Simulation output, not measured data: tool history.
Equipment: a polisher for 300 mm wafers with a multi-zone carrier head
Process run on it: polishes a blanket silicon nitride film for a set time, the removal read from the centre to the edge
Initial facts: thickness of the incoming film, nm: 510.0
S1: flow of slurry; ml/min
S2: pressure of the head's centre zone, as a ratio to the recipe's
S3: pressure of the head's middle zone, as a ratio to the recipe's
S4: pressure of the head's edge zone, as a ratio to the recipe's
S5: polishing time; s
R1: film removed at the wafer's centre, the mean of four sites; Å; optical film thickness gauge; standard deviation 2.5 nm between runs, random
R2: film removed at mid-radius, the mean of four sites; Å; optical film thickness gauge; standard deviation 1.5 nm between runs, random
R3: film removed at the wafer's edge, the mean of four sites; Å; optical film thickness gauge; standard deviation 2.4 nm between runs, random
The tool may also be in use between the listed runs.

| run | hour | S1 | S2 | S3 | S4 | S5 | R1 | R2 | R3 |
|---|---|---|---|---|---|---|---|---|---|
| 1 | 0 | 185 | 1 | 1 | 1 | 61 | 1865.1 | 1935 | 1879.7 |
| 2 | 1.6 | 225 | 1 | 1 | 1 | 61 | 1916.5 | 1990.1 | 1896.6 |
| 3 | 9.3 | 270 | 1 | 1 | 1 | 61 | 1963 | 2050 | 1968.7 |
| 4 | 15.4 | 270 | 1 | 0.97 | 1 | 61 | 2016 | 1994.2 | 1975.3 |
| 5 | 21 | 290 | 1 | 0.97 | 1 | 61 | 2006.9 | 1993.2 | 1948.2 |
| 6 | 27 | 290 | 1 | 0.97 | 1 | 48 | 1578 | 1573.3 | 1510.1 |
| 7 | 28.9 | 285 | 1.04 | 0.97 | 1.03 | 52 | 1733.8 | 1707.8 | 1708.3 |
| 8 | 34.6 | 285 | 1.07 | 0.96 | 1.02 | 55 | 1883.4 | 1800.7 | 1783 |
| 9 | 41.6 | 285 | 1.07 | 0.96 | 1.02 | 55 | 1897.5 | 1784.5 | 1803.5 |
| 10 | 42.5 | 285 | 1.1 | 0.95 | 1.02 | 57 | 2020.3 | 1823.2 | 1855.6 |
| 11 | 43.7 | 285 | 1.1 | 0.95 | 1.02 | 57 | 1991.2 | 1833.5 | 1828.6 |
| 12 | 48.9 | 285 | 1.1 | 0.95 | 1.02 | 57 | 2015.6 | 1845.3 | 1831.1 |
| 13 | 50 | 285 | 1.12 | 0.94 | 1.04 | 59 | 2128.9 | 1906.5 | 1965.2 |
| 14 | 57.2 | 285 | 1.14 | 0.94 | 1.05 | 60 | 2213.5 | 1912.9 | 1966.1 |
| 15 | 63.8 | 285 | 1.15 | 0.94 | 1.07 | 61 | 2228.5 | 1952.3 | 2025.2 |

What will run 16 give?
| 16 | 66.5 | 285 | 1.16 | 0.94 | 1.08 | 62 | ? | ? | ? |

R1: 2236.4 Å
R2: 1981.6 Å
R3: 2067.1 Å
